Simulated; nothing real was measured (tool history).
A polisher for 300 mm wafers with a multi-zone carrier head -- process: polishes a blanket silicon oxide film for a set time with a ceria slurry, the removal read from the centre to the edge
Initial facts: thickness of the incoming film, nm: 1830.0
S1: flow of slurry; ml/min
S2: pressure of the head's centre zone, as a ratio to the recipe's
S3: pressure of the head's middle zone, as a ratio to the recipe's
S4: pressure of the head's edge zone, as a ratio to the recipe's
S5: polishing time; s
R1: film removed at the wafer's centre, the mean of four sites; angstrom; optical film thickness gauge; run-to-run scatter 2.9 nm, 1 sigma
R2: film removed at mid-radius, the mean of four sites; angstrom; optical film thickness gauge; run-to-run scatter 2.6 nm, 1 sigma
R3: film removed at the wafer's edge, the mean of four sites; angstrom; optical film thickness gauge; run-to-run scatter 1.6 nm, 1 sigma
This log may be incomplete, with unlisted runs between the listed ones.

run 1 hour=0 | S1=145 S2=1 S3=1 S4=1 S5=57 | R1=2798.9 R2=2876.8 R3=2765.4
run 2 hour=2.5 | S1=165 S2=1 S3=1 S4=1 S5=57 | R1=2884.6 R2=2920.6 R3=2828.4
run 3 hour=11 | S1=165 S2=1.04 S3=1 S4=1 S5=57 | R1=2952.4 R2=2932.7 R3=2774.7
run 4 hour=11.8 | S1=165 S2=1.04 S3=0.92 S4=1 S5=57 | R1=3014.5 R2=2723.8 R3=2829.7
run 5 hour=18.7 | S1=165 S2=1 S3=0.92 S4=1 S5=57 | R1=2858.8 R2=2719 R3=2827.8
run 6 hour=20.1 | S1=155 S2=0.97 S3=0.94 S4=0.97 S5=55 | R1=2730.9 R2=2647.1 R3=2720.1
run 7 hour=24.4 | S1=160 S2=0.87 S3=1.04 S4=0.92 S5=39 | R1=1747.1 R2=2038.7 R3=1867.4
run 8 hour=30.6 | S1=165 S2=0.88 S3=1.06 S4=0.96 S5=40 | R1=1784.7 R2=2153.2 R3=1959.6
run 9 hour=32.7 | S1=170 S2=0.9 S3=1.07 S4=0.98 S5=40 | R1=1884.9 R2=2188 R3=1966
run 10 hour=39.5 | S1=175 S2=0.9 S3=1.08 S4=1.01 S5=41 | R1=1937.4 R2=2215.9 R3=2050.6
run 11 hour=47.1 | S1=175 S2=0.9 S3=1.1 S4=1.02 S5=42 | R1=2014.6 R2=2329.3 R3=2111.7
run 12 hour=50.4 | S1=175 S2=0.9 S3=1.1 S4=1.02 S5=42 | R1=1980.9 R2=2302.9 R3=2089.7
run 13 hour=51.8 | S1=180 S2=0.89 S3=1.11 S4=1.03 S5=42 | R1=1928.2 R2=2407.9 R3=2086.2
run 14 hour=59.1 | S1=185 S2=0.89 S3=1.11 S4=1.05 S5=42 | R1=1942.8 R2=2378.9 R3=2126.5
run 15 hour=67.5 | S1=190 S2=0.89 S3=1.11 S4=1.06 S5=42 | R1=1989.5 R2=2401.5 R3=2174.2

For run 16, what comes out?
run 16 hour=72.3 | S1=205 S2=0.88 S3=1.14 S4=1.07 S5=42 | R1=? R2=? R3=?

{"run 16": {"R1": 1955.8, "R2": 2477.3, "R3": 2165.9}}

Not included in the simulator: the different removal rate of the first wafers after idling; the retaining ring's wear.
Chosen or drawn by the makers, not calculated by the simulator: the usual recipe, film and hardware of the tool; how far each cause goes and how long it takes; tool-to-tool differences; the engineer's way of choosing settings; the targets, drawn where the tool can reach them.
